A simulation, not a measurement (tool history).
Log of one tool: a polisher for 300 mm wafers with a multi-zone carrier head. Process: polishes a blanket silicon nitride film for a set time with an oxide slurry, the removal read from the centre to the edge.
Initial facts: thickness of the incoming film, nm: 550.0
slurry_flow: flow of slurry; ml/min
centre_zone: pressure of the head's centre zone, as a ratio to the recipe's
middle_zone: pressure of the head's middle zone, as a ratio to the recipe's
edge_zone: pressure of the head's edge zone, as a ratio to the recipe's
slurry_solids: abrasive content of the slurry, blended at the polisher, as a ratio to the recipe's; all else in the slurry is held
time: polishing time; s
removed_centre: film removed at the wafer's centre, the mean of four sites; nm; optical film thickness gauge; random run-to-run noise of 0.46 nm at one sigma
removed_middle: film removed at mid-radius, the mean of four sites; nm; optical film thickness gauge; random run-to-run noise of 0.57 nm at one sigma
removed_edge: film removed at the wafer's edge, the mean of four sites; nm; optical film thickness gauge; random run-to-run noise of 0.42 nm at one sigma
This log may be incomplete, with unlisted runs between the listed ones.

run    day  slurry_flow  centre_zone  middle_zone  edge_zone  slurry_solids  time  removed_centre  removed_middle  removed_edge
  1  0.000          205         1.00         1.00       1.00           1.00    69          65.708          65.940        65.227
  2  0.133          205         1.00         1.00       1.08           1.00    69          65.492          65.047        68.556
  3  0.400          205         1.00         1.00       1.08           1.00    54          50.620          50.276        52.403
  4  0.725          230         1.00         1.00       1.08           1.00    54          52.757          51.447        52.299
  5  0.933          230         1.00         1.00       1.08           1.10    54          55.284          55.905        56.336
  6  0.988          230         0.95         1.00       1.08           1.10    54          51.891          54.286        55.902
  7  1.029          235         0.95         0.99       1.05           1.05    54          50.925          52.694        53.491
  8  1.067          215         0.98         0.89       0.95           0.80    53          42.018          39.798        41.090
  9  1.279          220         0.99         0.89       0.94           0.80    53          41.446          38.684        40.952
 10  1.412          210         1.09         0.99       0.92           0.85    53          49.249          44.205        42.780

Run 11, settings as shown, results not yet in. Your forecast:
 11  1.492          205         1.08         0.98       0.91           0.85    53               ?               ?             ?

{"run 11": {"removed_centre": 48.373, "removed_middle": 43.257, "removed_edge": 42.36}}
